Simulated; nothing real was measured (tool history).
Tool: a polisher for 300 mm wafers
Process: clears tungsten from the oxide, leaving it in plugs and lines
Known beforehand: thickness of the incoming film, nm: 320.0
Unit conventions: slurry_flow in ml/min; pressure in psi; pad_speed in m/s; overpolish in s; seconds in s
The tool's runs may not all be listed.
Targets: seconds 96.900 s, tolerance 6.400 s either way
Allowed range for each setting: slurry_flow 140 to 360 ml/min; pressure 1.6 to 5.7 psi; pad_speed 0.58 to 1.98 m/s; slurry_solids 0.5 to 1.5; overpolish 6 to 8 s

| run | hour | slurry_flow | pressure | pad_speed | slurry_solids | overpolish | seconds |
|---|---|---|---|---|---|---|---|
| 1 | 0.0 | 230 | 3.6 | 1.28 | 1.0 | 8 | 59.560 |
| 2 | 5.0 | 230 | 3.3 | 1.26 | 1.0 | 8 | 64.130 |
| 3 | 14.0 | 230 | 3.0 | 1.24 | 1.0 | 8 | 72.978 |
| 4 | 22.8 | 230 | 2.8 | 1.24 | 1.0 | 8 | 78.991 |
| 5 | 25.4 | 230 | 2.7 | 1.24 | 1.0 | 8 | 80.176 |
| 6 | 30.8 | 230 | 2.7 | 1.24 | 1.0 | 6 | 84.035 |
| 7 | 33.5 | 230 | 2.6 | 1.24 | 1.0 | 6 | 81.503 |
| 8 | 37.1 | 230 | 2.5 | 1.24 | 1.0 | 6 | 88.088 |
| 9 | 44.4 | 230 | 2.4 | 1.24 | 1.0 | 6 | 90.105 |

Consider the 4 candidate settings below. Which is the only one whose results all fall within their allowed miss of target?
| A | 51.7 | 230 | 2.2 | 1.24 | 1.0 | 7 | ? |
| B | 51.7 | 245 | 2.3 | 1.36 | 1.0 | 7 | ? |
| C | 51.7 | 215 | 2.7 | 1.24 | 0.9 | 6 | ? |
| D | 51.7 | 210 | 2.7 | 1.26 | 0.9 | 7 | ? |

| move | seconds |
|---|---|
| A | 97.126 |
| B | 84.462 |
| C | 82.830 |
| D | 81.822 |
A: every result lands within tolerance
B: lands further from the targets than the last run did
C: lands further from the targets than the last run did
D: lands further from the targets than the last run did
Answer: A

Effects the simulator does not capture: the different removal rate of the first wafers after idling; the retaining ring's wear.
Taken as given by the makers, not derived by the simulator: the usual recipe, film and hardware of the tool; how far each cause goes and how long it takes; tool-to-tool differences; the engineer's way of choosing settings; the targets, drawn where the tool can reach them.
